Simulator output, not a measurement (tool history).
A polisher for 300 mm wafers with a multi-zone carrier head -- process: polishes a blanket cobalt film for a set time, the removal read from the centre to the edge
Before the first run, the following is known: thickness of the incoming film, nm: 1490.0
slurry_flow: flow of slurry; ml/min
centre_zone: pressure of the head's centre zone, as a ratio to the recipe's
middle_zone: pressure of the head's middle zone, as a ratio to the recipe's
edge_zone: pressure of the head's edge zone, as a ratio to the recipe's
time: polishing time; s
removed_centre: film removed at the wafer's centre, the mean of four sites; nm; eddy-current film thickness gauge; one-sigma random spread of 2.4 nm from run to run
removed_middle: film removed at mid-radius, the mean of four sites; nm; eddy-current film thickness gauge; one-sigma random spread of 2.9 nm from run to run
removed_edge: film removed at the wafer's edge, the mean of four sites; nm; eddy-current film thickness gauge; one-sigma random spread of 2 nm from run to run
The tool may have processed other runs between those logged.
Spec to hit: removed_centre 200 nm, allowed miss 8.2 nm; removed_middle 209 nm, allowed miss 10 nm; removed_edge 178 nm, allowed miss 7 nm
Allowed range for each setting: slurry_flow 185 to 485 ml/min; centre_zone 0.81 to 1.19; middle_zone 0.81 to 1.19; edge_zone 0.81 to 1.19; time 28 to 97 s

run  hour  slurry_flow  centre_zone  middle_zone  edge_zone  time  removed_centre  removed_middle  removed_edge
  1     0          310            1            1          1    62          337.99          335.01        333.95
  2   5.2          310            1         0.91          1    62          341.78          313.98        339.77
  3  13.5          310            1         0.96       0.95    51          282.97          274.37        270.61
  4  16.3          310            1         0.98       0.92    44          238.99          232.56         229.9
  5    24          310         1.01         1.02       0.88    41          226.41           221.4        212.03
  6  31.4          310         1.01          1.1       0.88    41          222.91          234.07        213.38
     39.4  -- slurry nozzle cleaned
  7  39.4          315         1.03         1.12       0.86    39          223.98          241.24        201.27
  8  42.8          310         1.03         1.11       0.85    37          213.51          226.25        189.23

5 candidate next runs follow, results not yet known. Just one meets every target within its allowed miss. Identify it.
  A  46.2          390         1.08         0.99       0.83    36               ?               ?             ?
  B  46.2          295          0.9         0.98       0.95    38               ?               ?             ?
  C  46.2          315         0.98         0.97        0.9    37               ?               ?             ?
  D  46.2          320         1.07         1.17       0.93    33               ?               ?             ?
  E  46.2          270         0.99         1.06       0.86    41               ?               ?             ?

move  removed_centre  removed_middle  removed_edge
   A          225.72          203.25         183.8
   B          193.38           208.4        202.83
   C          206.48          202.53        193.47
   D          201.74          207.38        174.96
   E          227.68          235.93        207.54
A: the worst result of the last run now meets its target, but another is out of spec
B: the worst result of the last run now meets its target, but another is out of spec
C: the worst result of the last run now meets its target, but another is out of spec
D: every result within its allowed miss
E: moves away from the targets compared with the last run
D is the move that brings every result within its allowed miss.
